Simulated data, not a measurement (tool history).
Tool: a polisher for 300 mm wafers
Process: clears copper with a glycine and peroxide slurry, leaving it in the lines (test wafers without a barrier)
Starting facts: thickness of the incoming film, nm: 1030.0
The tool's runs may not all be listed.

| run | hour | flow of slurry (ml/min) | pressure of the wafer on the pad (kPa) | speed of the pad under the wafer (cm/s) | overpolish time after the end point (s) | time until the end point was called (s) | dishing of a wide line in a test structure (angstrom) |
|---|---|---|---|---|---|---|---|
| 1 | 0.0 | 260 | 18.6 | 124 | 9 | 136.49 | 461.92 |
| 2 | 6.5 | 260 | 15.2 | 124 | 9 | 161.68 | 399.18 |
| 3 | 14.2 | 260 | 15.2 | 124 | 11 | 159.65 | 475.05 |
| 4 | 20.6 | 260 | 15.2 | 124 | 13 | 156.90 | 542.19 |
| 5 | 28.6 | 260 | 17.9 | 126 | 13 | 139.23 | 607.97 |
| 6 | 36.6 | 260 | 17.9 | 150 | 13 | 120.70 | 669.10 |
| 7 | 38.5 | 260 | 19.3 | 152 | 13 | 108.11 | 675.06 |
| 8 | 42.4 | 260 | 20.0 | 152 | 14 | 106.84 | 749.72 |
| 9 | 46.5 | 260 | 20.7 | 152 | 14 | 105.56 | 730.94 |
| 10 | 51.7 | 260 | 21.4 | 154 | 14 | 100.12 | 813.65 |

Run 11 is up next; what results do you expect?
| 11 | 53.6 | 260 | 22.1 | 154 | 14 | ? | ? |

{"run 11": {"time until the end point was called (s)": 100.64, "dishing of a wide line in a test structure (angstrom)": 849.15}}
